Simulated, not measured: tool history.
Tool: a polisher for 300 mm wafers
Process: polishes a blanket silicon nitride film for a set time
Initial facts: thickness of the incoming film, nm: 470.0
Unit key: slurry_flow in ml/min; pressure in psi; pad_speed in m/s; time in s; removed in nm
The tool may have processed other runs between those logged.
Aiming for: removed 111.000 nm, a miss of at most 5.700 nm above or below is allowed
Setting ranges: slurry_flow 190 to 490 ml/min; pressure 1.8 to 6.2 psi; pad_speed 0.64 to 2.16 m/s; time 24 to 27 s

{"run": 1, "hour": 0.0, "slurry_flow": 315, "pressure": 4.0, "pad_speed": 1.4, "time": 27, "removed": 83.346}
{"run": 2, "hour": 7.3, "slurry_flow": 315, "pressure": 4.3, "pad_speed": 1.42, "time": 27, "removed": 86.771}
{"run": 3, "hour": 8.8, "slurry_flow": 315, "pressure": 4.9, "pad_speed": 1.42, "time": 27, "removed": 98.941}
{"run": 4, "hour": 15.7, "slurry_flow": 315, "pressure": 5.0, "pad_speed": 1.42, "time": 27, "removed": 99.49}
{"run": 5, "hour": 17.6, "slurry_flow": 315, "pressure": 5.0, "pad_speed": 1.12, "time": 27, "removed": 86.256}
{"run": 6, "hour": 18.7, "slurry_flow": 315, "pressure": 5.0, "pad_speed": 1.3, "time": 27, "removed": 92.686}
{"run": 7, "hour": 21.3, "slurry_flow": 315, "pressure": 5.2, "pad_speed": 1.32, "time": 27, "removed": 98.004}
{"run": 8, "hour": 25.0, "slurry_flow": 315, "pressure": 5.4, "pad_speed": 1.32, "time": 27, "removed": 97.774}

Exercise: of the 5 proposed moves below, exactly one satisfies all targets within the stated allowed misses. Which move is it?
{"run": "A", "hour": 28.7, "slurry_flow": 245, "pressure": 5.7, "pad_speed": 1.46, "time": 25, "removed": "?"}
{"run": "B", "hour": 28.7, "slurry_flow": 305, "pressure": 5.9, "pad_speed": 1.3, "time": 24, "removed": "?"}
{"run": "C", "hour": 28.7, "slurry_flow": 335, "pressure": 5.4, "pad_speed": 1.54, "time": 27, "removed": "?"}
{"run": "D", "hour": 28.7, "slurry_flow": 240, "pressure": 5.7, "pad_speed": 1.6, "time": 24, "removed": "?"}
{"run": "E", "hour": 28.7, "slurry_flow": 370, "pressure": 4.9, "pad_speed": 1.22, "time": 24, "removed": "?"}

move=A removed=99.121
move=B removed=93.841
move=C removed=109.000
move=D removed=99.875
move=E removed=80.187
A: closes in on the targets versus the last run, not all within tolerance yet
B: moves away from the targets compared with the last run
C: each result inside its tolerance
D: closes in on the targets versus the last run, not all within tolerance yet
E: moves away from the targets compared with the last run
Answer: C
